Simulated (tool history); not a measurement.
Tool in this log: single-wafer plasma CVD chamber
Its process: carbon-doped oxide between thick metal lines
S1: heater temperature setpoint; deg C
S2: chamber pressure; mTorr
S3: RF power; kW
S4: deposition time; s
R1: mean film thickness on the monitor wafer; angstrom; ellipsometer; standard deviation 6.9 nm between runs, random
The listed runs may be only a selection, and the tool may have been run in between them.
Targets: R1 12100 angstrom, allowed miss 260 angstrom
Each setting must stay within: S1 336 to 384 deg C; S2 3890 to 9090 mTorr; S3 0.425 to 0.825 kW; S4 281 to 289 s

run 1 hour=0.0 | S1=360 S2=6490 S3=0.625 S4=281 | R1=15982
run 2 hour=2.5 | S1=360 S2=6490 S3=0.625 S4=289 | R1=16292
run 3 hour=6.2 | S1=360 S2=7390 S3=0.625 S4=289 | R1=16478
run 4 hour=10.5 | S1=363 S2=6970 S3=0.600 S4=288 | R1=15929
run 5 hour=13.8 | S1=366 S2=6570 S3=0.575 S4=287 | R1=14932
run 6 hour=15.6 | S1=366 S2=6570 S3=0.615 S4=287 | R1=15826
run 7 hour=22.7 | S1=370 S2=5980 S3=0.515 S4=282 | R1=13032
run 8 hour=31.4 | S1=371 S2=5870 S3=0.510 S4=282 | R1=12870
run 9 hour=36.4 | S1=372 S2=5780 S3=0.510 S4=282 | R1=12936
run 10 hour=37.1 | S1=374 S2=5640 S3=0.435 S4=281 | R1=10721
run 11 hour=45.2 | S1=374 S2=5640 S3=0.440 S4=281 | R1=10890
run 12 hour=49.4 | S1=374 S2=5640 S3=0.440 S4=281 | R1=10979
run 13 hour=57.6 | S1=374 S2=5650 S3=0.445 S4=281 | R1=11051
run 14 hour=63.5 | S1=374 S2=5660 S3=0.450 S4=281 | R1=11266
run 15 hour=71.3 | S1=374 S2=5660 S3=0.455 S4=281 | R1=11397
run 16 hour=80.2 | S1=374 S2=5660 S3=0.460 S4=281 | R1=11416
run 17 hour=88.6 | S1=374 S2=5670 S3=0.465 S4=281 | R1=11671

Which single option among these 5 for the next run brings every result within its allowed miss of target? Just one does.
run A hour=97.0 | S1=376 S2=4970 S3=0.455 S4=281 | R1=?
run B hour=97.0 | S1=369 S2=6260 S3=0.435 S4=281 | R1=?
run C hour=97.0 | S1=376 S2=5750 S3=0.440 S4=289 | R1=?
run D hour=97.0 | S1=372 S2=5900 S3=0.465 S4=289 | R1=?
run E hour=97.0 | S1=369 S2=5060 S3=0.465 S4=281 | R1=?

move=A R1=11094
move=B R1=10976
move=C R1=11166
move=D R1=12014
move=E R1=11570
A: moves away from the targets compared with the last run
B: moves away from the targets compared with the last run
C: moves away from the targets compared with the last run
D: hits every target within its allowed miss
E: moves away from the targets compared with the last run
The move that meets every target is D.
